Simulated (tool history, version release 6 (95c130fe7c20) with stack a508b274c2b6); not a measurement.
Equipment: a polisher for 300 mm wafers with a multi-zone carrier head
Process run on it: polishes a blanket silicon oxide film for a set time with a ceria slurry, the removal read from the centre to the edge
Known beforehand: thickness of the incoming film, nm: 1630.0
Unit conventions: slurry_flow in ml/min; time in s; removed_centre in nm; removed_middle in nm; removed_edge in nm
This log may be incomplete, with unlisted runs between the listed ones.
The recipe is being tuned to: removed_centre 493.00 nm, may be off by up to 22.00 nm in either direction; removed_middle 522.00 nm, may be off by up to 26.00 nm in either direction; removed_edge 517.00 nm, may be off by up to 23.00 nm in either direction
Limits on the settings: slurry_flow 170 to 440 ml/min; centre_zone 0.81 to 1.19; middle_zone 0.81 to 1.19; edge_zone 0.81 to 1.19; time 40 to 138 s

{"run": 1, "hour": 0.0, "slurry_flow": 280, "centre_zone": 1.0, "middle_zone": 1.0, "edge_zone": 1.0, "time": 88, "removed_centre": 375.9, "removed_middle": 367.81, "removed_edge": 378.75}
{"run": 2, "hour": 2.6, "slurry_flow": 280, "centre_zone": 1.0, "middle_zone": 0.93, "edge_zone": 1.0, "time": 88, "removed_centre": 376.89, "removed_middle": 351.61, "removed_edge": 385.52}
{"run": 3, "hour": 5.8, "slurry_flow": 280, "centre_zone": 1.06, "middle_zone": 0.93, "edge_zone": 1.0, "time": 88, "removed_centre": 396.58, "removed_middle": 345.57, "removed_edge": 373.85}
{"run": 4, "hour": 7.1, "slurry_flow": 280, "centre_zone": 1.06, "middle_zone": 0.93, "edge_zone": 1.08, "time": 88, "removed_centre": 390.71, "removed_middle": 349.56, "removed_edge": 385.49}
{"run": 5, "hour": 8.0, "slurry_flow": 280, "centre_zone": 1.06, "middle_zone": 0.99, "edge_zone": 1.08, "time": 88, "removed_centre": 399.79, "removed_middle": 368.81, "removed_edge": 398.59}
{"run": 6, "hour": 10.8, "slurry_flow": 285, "centre_zone": 1.06, "middle_zone": 1.02, "edge_zone": 1.09, "time": 91, "removed_centre": 400.23, "removed_middle": 391.79, "removed_edge": 401.54}
{"run": 7, "hour": 13.8, "slurry_flow": 285, "centre_zone": 1.06, "middle_zone": 1.02, "edge_zone": 1.09, "time": 95, "removed_centre": 420.61, "removed_middle": 407.38, "removed_edge": 424.16}
{"run": 8, "hour": 21.1, "slurry_flow": 285, "centre_zone": 1.06, "middle_zone": 1.03, "edge_zone": 1.09, "time": 98, "removed_centre": 446.44, "removed_middle": 422.42, "removed_edge": 437.29}
{"run": 9, "hour": 28.6, "slurry_flow": 285, "centre_zone": 1.05, "middle_zone": 1.04, "edge_zone": 1.1, "time": 100, "removed_centre": 455.16, "removed_middle": 425.2, "removed_edge": 449.33}
{"run": 10, "hour": 36.6, "slurry_flow": 290, "centre_zone": 1.04, "middle_zone": 1.06, "edge_zone": 1.11, "time": 102, "removed_centre": 450.88, "removed_middle": 448.56, "removed_edge": 453.17}
{"run": 11, "hour": 40.4, "slurry_flow": 290, "centre_zone": 1.03, "middle_zone": 1.07, "edge_zone": 1.12, "time": 104, "removed_centre": 459.81, "removed_middle": 465.17, "removed_edge": 473.49}
{"run": 12, "hour": 46.2, "slurry_flow": 290, "centre_zone": 1.03, "middle_zone": 1.08, "edge_zone": 1.12, "time": 105, "removed_centre": 458.09, "removed_middle": 469.84, "removed_edge": 477.79}

Of the 5 settings listed for the next run, only one would bring every result within its allowed miss of target. Which one?
{"run": "A", "hour": 52.0, "slurry_flow": 320, "centre_zone": 1.03, "middle_zone": 1.1, "edge_zone": 1.12, "time": 113, "removed_centre": "?", "removed_middle": "?", "removed_edge": "?"}
{"run": "B", "hour": 52.0, "slurry_flow": 200, "centre_zone": 1.02, "middle_zone": 0.87, "edge_zone": 1.19, "time": 112, "removed_centre": "?", "removed_middle": "?", "removed_edge": "?"}
{"run": "C", "hour": 52.0, "slurry_flow": 310, "centre_zone": 0.81, "middle_zone": 0.99, "edge_zone": 1.15, "time": 115, "removed_centre": "?", "removed_middle": "?", "removed_edge": "?"}
{"run": "D", "hour": 52.0, "slurry_flow": 310, "centre_zone": 0.83, "middle_zone": 1.1, "edge_zone": 1.16, "time": 111, "removed_centre": "?", "removed_middle": "?", "removed_edge": "?"}
{"run": "E", "hour": 52.0, "slurry_flow": 275, "centre_zone": 1.19, "middle_zone": 0.99, "edge_zone": 1.1, "time": 100, "removed_centre": "?", "removed_middle": "?", "removed_edge": "?"}

move=A removed_centre=498.34 removed_middle=517.53 removed_edge=515.21
move=B removed_centre=455.91 removed_middle=395.93 removed_edge=504.53
move=C removed_centre=396.32 removed_middle=480.60 removed_edge=530.98
move=D removed_centre=392.38 removed_middle=507.27 removed_edge=514.06
move=E removed_centre=500.53 removed_middle=411.69 removed_edge=446.85
A: in spec on every target
B: further off than the last run
C: further off than the last run
D: brings the result that was furthest off to its target, and leaves another outside
E: further off than the last run
So the answer is move A, the one that meets all the targets.

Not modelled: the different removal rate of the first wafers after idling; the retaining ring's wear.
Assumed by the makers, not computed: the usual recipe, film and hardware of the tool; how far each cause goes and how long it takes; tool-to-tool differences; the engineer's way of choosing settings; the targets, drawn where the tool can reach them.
